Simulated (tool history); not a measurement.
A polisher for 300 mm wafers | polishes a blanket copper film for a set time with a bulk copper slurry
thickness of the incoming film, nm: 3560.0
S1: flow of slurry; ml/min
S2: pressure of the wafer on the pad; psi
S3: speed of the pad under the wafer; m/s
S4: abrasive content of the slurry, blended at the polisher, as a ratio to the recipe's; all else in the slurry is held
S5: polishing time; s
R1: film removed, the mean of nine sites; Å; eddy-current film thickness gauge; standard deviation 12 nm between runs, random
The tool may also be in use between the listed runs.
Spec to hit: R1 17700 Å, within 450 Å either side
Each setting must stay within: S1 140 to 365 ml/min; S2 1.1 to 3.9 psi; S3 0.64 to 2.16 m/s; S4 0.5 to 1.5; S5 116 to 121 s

run 1 day=0 | S1=235 S2=2.5 S3=1.4 S4=1 S5=116 | R1=11540
run 2 day=0.183 | S1=235 S2=2.5 S3=1.24 S4=1 S5=116 | R1=10371
run 3 day=0.275 | S1=235 S2=2.5 S3=1.24 S4=1 S5=121 | R1=10905
run 4 day=0.358 | S1=240 S2=2.9 S3=1.24 S4=1 S5=121 | R1=12333
run 5 day=0.708 | S1=240 S2=2.9 S3=1.24 S4=1.1 S5=121 | R1=12580
run 6 day=0.762 | S1=180 S2=2.9 S3=1.24 S4=1.1 S5=121 | R1=12179
run 7 day=0.983 | S1=195 S2=3.2 S3=1.24 S4=1.1 S5=121 | R1=13558
run 8 day=1.208 | S1=210 S2=3.4 S3=1.24 S4=1.1 S5=121 | R1=14433
-- day=1.267 head pressure recalibrated
run 9 day=1.267 | S1=220 S2=3.6 S3=1.26 S4=1.1 S5=121 | R1=14581
run 10 day=1.604 | S1=220 S2=3.7 S3=1.34 S4=1.1 S5=121 | R1=15727
run 11 day=1.892 | S1=220 S2=3.8 S3=1.38 S4=1.1 S5=121 | R1=16353

Which of these 4 next moves meets every target?
run A day=2.179 | S1=215 S2=3.9 S3=1.7 S4=0.85 S5=117 | R1=?
run B day=2.179 | S1=190 S2=3.3 S3=1.64 S4=1.3 S5=121 | R1=?
run C day=2.179 | S1=190 S2=3.9 S3=1.62 S4=0.8 S5=121 | R1=?
run D day=2.179 | S1=235 S2=3.9 S3=1.54 S4=1.05 S5=121 | R1=?

move=A R1=19187
move=B R1=17601
move=C R1=18410
move=D R1=19027
A: carries the result that was furthest off beyond its target, to the other side
B: every result lands within tolerance
C: carries the result that was furthest off beyond its target, to the other side
D: carries the result that was furthest off beyond its target, to the other side
Answer: B
